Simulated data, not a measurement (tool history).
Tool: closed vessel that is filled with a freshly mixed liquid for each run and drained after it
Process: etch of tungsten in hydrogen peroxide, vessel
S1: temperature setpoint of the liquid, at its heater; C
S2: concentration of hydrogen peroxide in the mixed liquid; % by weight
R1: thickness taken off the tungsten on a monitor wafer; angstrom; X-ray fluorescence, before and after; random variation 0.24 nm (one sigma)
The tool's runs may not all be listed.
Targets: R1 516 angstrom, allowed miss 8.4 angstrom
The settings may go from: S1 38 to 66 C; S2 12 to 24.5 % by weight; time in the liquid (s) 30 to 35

{"run": 1, "day": 0.0, "S1": 54, "S2": 16.5, "time in the liquid (s)": 35, "R1": 1048.4}
{"run": 2, "day": 0.058, "S1": 54, "S2": 18, "time in the liquid (s)": 35, "R1": 1104.3}
{"run": 3, "day": 0.258, "S1": 54, "S2": 18, "time in the liquid (s)": 30, "R1": 950.05}
{"run": 4, "day": 0.567, "S1": 52.5, "S2": 18, "time in the liquid (s)": 30, "R1": 856.75}
{"run": 5, "day": 0.754, "S1": 46.5, "S2": 18, "time in the liquid (s)": 30, "R1": 597.2}
{"run": 6, "day": 1.129, "S1": 46, "S2": 18, "time in the liquid (s)": 30, "R1": 574.8}
{"run": 7, "day": 1.371, "S1": 45, "S2": 18, "time in the liquid (s)": 30, "R1": 545.54}
{"run": 8, "day": 1.546, "S1": 44.5, "S2": 18, "time in the liquid (s)": 30, "R1": 526.56}

4 next moves are on the table. One of them brings every result within its allowed miss. Which?
{"run": "A", "day": 1.721, "S1": 43, "S2": 21, "time in the liquid (s)": 30, "R1": "?"}
{"run": "B", "day": 1.721, "S1": 45, "S2": 12.5, "time in the liquid (s)": 35, "R1": "?"}
{"run": "C", "day": 1.721, "S1": 40.5, "S2": 20, "time in the liquid (s)": 35, "R1": "?"}
{"run": "D", "day": 1.721, "S1": 42.5, "S2": 15.5, "time in the liquid (s)": 35, "R1": "?"}

move=A R1=516.37
move=B R1=527.69
move=C R1=500.53
move=D R1=501.28
A: meets every target
B: further off than the last run
C: takes the result that was furthest off past its target
D: takes the result that was furthest off past its target
Move A is the one to make.
